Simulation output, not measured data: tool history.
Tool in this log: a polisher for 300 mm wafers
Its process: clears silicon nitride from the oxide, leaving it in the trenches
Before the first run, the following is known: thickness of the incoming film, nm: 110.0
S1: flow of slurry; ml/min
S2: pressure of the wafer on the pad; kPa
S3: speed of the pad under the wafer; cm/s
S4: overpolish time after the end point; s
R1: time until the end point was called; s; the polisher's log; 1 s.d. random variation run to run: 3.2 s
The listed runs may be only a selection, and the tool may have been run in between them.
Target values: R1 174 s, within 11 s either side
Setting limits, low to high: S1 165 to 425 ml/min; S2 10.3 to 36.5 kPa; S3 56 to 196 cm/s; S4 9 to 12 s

| run | hour | S1 | S2 | S3 | S4 | R1 |
|---|---|---|---|---|---|---|
| 1 | 0 | 275 | 23.4 | 126 | 12 | 104.42 |
| 2 | 1.1 | 275 | 23.4 | 126 | 9 | 104.55 |
| 3 | 6.7 | 275 | 23.4 | 148 | 9 | 93.502 |
| 4 | 8.2 | 275 | 23.4 | 148 | 12 | 89.369 |
| 5 | 10.1 | 275 | 20.7 | 144 | 12 | 102.06 |
| 6 | 11.8 | 275 | 20.7 | 144 | 9 | 103.86 |
| 7 | 14.4 | 275 | 18.6 | 138 | 9 | 118.75 |
| 8 | 19.3 | 275 | 11.7 | 128 | 9 | 199.04 |
| 9 | 20.8 | 275 | 12.4 | 128 | 9 | 186.78 |

Below are 5 possible settings for the next run. Only one of them brings all results inside the allowed miss of their targets. Which is it?
| A | 22.3 | 280 | 15.9 | 108 | 12 | ? |
| B | 22.3 | 315 | 12.4 | 164 | 12 | ? |
| C | 22.3 | 285 | 12.4 | 106 | 12 | ? |
| D | 22.3 | 360 | 13.1 | 106 | 9 | ? |
| E | 22.3 | 295 | 11 | 126 | 10 | ? |

| move | R1 |
|---|---|
| A | 163.08 |
| B | 145.23 |
| C | 208.67 |
| D | 195.34 |
| E | 202.73 |
A: every result within its allowed miss
B: pushes the last run's worst result past its target
C: further off than the last run
D: further off than the last run
E: further off than the last run
The right move is A.
